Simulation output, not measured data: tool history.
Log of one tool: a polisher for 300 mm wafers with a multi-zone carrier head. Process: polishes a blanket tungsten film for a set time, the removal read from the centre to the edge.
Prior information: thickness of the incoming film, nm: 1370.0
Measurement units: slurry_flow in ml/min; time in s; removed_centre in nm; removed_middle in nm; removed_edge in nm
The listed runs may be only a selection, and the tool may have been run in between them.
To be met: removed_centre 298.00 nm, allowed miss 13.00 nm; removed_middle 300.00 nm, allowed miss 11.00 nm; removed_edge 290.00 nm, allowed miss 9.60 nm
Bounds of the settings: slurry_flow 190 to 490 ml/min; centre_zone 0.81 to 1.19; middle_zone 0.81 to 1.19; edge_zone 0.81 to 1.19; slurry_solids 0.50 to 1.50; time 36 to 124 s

run  hour  slurry_flow  centre_zone  middle_zone  edge_zone  slurry_solids  time  removed_centre  removed_middle  removed_edge
  1   0.0          315         1.00         1.00       1.00           1.00    79          498.00          507.93        482.98
  2   4.9          315         0.99         0.99       0.99           0.95    76          467.22          481.60        458.32
  3  10.4          315         0.99         0.98       0.98           0.90    73          443.19          450.39        426.12
  4  13.0          315         0.98         0.96       0.97           0.85    71          424.51          432.83        416.39
  5  13.6          315         1.01         0.96       0.97           0.85    71          440.22          434.60        420.00
  6  22.5          315         1.00         0.95       0.96           0.80    69          414.42          414.80        401.43
  7  27.7          315         1.00         0.94       0.95           0.75    67          388.10          401.02        386.27
  8  28.6          315         1.01         0.93       0.94           0.70    65          380.84          385.26        359.41
  9  36.5          315         1.01         0.92       0.94           0.70    64          380.26          367.48        362.59
 10  44.0          315         1.01         0.92       0.94           0.70    64          391.05          372.17        355.74

5 candidate next runs follow, results not yet known. Just one meets every target within its allowed miss. Identify it.
  A  51.5          290         1.00         0.82       0.95           0.80    74               ?               ?             ?
  B  51.5          340         0.98         0.94       0.96           0.80    50               ?               ?             ?
  C  51.5          290         0.98         1.09       0.81           0.50    73               ?               ?             ?
  D  51.5          330         1.11         1.05       0.87           0.65    53               ?               ?             ?
  E  51.5          260         0.86         1.08       0.92           0.65    57               ?               ?             ?

move  removed_centre  removed_middle  removed_edge
   A          444.57          402.99        424.54
   B          299.88          302.25        291.34
   C          408.23          455.20        372.31
   D          350.57          335.42        288.65
   E          283.12          358.55        310.84
A: misses by more than the last run did
B: each result inside its tolerance
C: misses by more than the last run did
D: closer than the last run, but not yet in spec
E: moves the result that the last run missed by most past its target, out the other side
The move that meets every target is B.
